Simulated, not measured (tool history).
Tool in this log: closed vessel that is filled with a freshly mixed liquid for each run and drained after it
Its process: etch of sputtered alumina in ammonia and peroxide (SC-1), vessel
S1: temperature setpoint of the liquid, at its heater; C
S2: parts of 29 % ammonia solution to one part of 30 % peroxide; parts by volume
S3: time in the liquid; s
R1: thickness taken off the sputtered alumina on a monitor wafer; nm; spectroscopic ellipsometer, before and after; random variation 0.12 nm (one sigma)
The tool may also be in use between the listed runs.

run,hour,S1,S2,S3,R1
1,0,46,0.65,575,21.427
2,4.7,46,0.65,575,21.865
3,9.9,46,0.65,575,21.655
4,13.2,46,0.45,575,20.843
5,18,46,0.6,575,21.91
6,20.4,42.5,0.6,575,17.799
7,28.1,41,0.6,575,16.232

Predict the results of run 8:
8,35.6,40,0.6,575,?

Logged for run 8: R1 15.405 nm.
